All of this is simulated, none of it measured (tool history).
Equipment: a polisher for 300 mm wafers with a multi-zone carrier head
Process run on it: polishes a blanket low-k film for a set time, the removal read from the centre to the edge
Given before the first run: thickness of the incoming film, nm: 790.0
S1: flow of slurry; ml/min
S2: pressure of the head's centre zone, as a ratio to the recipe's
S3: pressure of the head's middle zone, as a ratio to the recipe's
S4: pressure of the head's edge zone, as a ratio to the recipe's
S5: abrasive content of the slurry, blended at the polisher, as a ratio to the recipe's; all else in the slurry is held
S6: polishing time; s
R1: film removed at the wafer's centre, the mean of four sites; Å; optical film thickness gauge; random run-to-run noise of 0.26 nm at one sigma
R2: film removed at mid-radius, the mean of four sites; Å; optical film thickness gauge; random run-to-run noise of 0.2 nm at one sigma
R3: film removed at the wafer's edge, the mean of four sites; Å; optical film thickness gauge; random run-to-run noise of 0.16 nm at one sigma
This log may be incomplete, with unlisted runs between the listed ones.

run 1 hour=0.0 | S1=280 S2=1.00 S3=1.00 S4=1.00 S5=1.00 S6=37 | R1=174.07 R2=181.99 R3=172.96
run 2 hour=1.6 | S1=280 S2=0.92 S3=1.00 S4=1.00 S5=1.00 S6=37 | R1=160.05 R2=178.60 R3=174.14
run 3 hour=6.2 | S1=280 S2=0.92 S3=0.95 S4=1.00 S5=1.00 S6=37 | R1=161.00 R2=174.35 R3=173.89
run 4 hour=11.0 | S1=295 S2=0.98 S3=0.96 S4=1.01 S5=1.10 S6=37 | R1=179.47 R2=181.24 R3=181.09
run 5 hour=15.1 | S1=295 S2=0.98 S3=0.96 S4=1.01 S5=1.30 S6=37 | R1=195.15 R2=192.51 R3=194.94
run 6 hour=20.6 | S1=295 S2=0.98 S3=0.96 S4=1.01 S5=1.30 S6=32 | R1=164.72 R2=171.94 R3=167.26
run 7 hour=23.9 | S1=305 S2=1.03 S3=0.98 S4=1.02 S5=1.35 S6=33 | R1=181.24 R2=179.76 R3=174.80
run 8 hour=27.8 | S1=305 S2=1.03 S3=0.98 S4=1.02 S5=1.35 S6=33 | R1=182.10 R2=179.71 R3=177.09

Run 9 comes next. What will it give?
run 9 hour=29.6 | S1=315 S2=1.06 S3=1.00 S4=1.01 S5=1.40 S6=34 | R1=? R2=? R3=?

{"run 9": {"R1": 196.62, "R2": 193.52, "R3": 182.79}}

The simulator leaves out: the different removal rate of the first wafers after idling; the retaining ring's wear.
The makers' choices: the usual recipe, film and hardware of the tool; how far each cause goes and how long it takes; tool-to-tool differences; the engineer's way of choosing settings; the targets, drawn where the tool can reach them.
